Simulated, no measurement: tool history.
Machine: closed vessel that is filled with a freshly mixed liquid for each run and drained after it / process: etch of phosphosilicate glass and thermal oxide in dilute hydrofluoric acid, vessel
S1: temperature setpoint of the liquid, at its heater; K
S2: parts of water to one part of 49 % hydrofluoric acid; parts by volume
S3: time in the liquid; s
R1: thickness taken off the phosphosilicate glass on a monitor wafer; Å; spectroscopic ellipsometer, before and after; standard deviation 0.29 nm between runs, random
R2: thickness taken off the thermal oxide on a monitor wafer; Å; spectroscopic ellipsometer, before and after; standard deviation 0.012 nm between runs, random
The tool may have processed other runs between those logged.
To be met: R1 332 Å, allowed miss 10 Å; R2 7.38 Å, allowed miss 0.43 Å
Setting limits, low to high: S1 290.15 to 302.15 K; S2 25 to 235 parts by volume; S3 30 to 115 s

Run 1, hour 0: S1 294.15 K, S2 130 parts by volume, S3 60 s. Result: R1 743.95 Å, R2 16.282 Å.
Run 2, hour 5.9: S1 293.15 K, S2 145 parts by volume, S3 60 s. Result: R1 640.48 Å, R2 14.415 Å.
Run 3, hour 15.1: S1 293.15 K, S2 110 parts by volume, S3 60 s. Result: R1 874.07 Å, R2 19.681 Å.
Run 4, hour 18.7: S1 292.65 K, S2 135 parts by volume, S3 60 s. Result: R1 671.33 Å, R2 15.052 Å.
Run 5, hour 27.1: S1 292.15 K, S2 150 parts by volume, S3 60 s. Result: R1 583.89 Å, R2 12.903 Å.
Run 6, hour 36: S1 291.65 K, S2 160 parts by volume, S3 60 s. Result: R1 533.46 Å, R2 11.846 Å.
Run 7, hour 42.7: S1 291.15 K, S2 170 parts by volume, S3 60 s. Result: R1 484.48 Å, R2 11.269 Å.
Run 8, hour 44.1: S1 292.15 K, S2 185 parts by volume, S3 60 s. Result: R1 454.48 Å, R2 9.8765 Å.
Run 9, hour 47.9: S1 291.65 K, S2 190 parts by volume, S3 60 s. Result: R1 432.26 Å, R2 9.9236 Å.
Run 10, hour 50.9: S1 291.65 K, S2 200 parts by volume, S3 60 s. Result: R1 414.44 Å, R2 9.0704 Å.
Run 11, hour 53.5: S1 291.15 K, S2 205 parts by volume, S3 60 s. Result: R1 392.84 Å, R2 8.916 Å.
Run 12, hour 56.1: S1 291.15 K, S2 210 parts by volume, S3 60 s. Result: R1 381.35 Å, R2 8.2251 Å.
Run 13, hour 63.7: S1 290.65 K, S2 215 parts by volume, S3 60 s. Result: R1 363.56 Å, R2 8.1844 Å.
Run 14, hour 71.4: S1 290.65 K, S2 220 parts by volume, S3 60 s. Result: R1 346.44 Å, R2 7.5747 Å.
Run 15, hour 77.2: S1 290.15 K, S2 220 parts by volume, S3 60 s. Result: R1 343.92 Å, R2 7.626 Å.

Of the 4 settings listed for the next run, only one would bring every result within its allowed miss of target. Which one?
Run A, hour 83: S1 290.15 K, S2 165 parts by volume, S3 45 s. Result: R1 ?, R2 ?.
Run B, hour 83: S1 291.15 K, S2 220 parts by volume, S3 55 s. Result: R1 ?, R2 ?.
Run C, hour 83: S1 290.15 K, S2 195 parts by volume, S3 55 s. Result: R1 ?, R2 ?.
Run D, hour 83: S1 290.15 K, S2 225 parts by volume, S3 65 s. Result: R1 ?, R2 ?.

move      R1      R2
   A  360.94  8.1055
   B  327.06  7.3448
   C  362.95  8.1506
   D  361.77  8.1243
A: further off than the last run
B: every result within its allowed miss
C: further off than the last run
D: further off than the last run
Move B is the one to make.
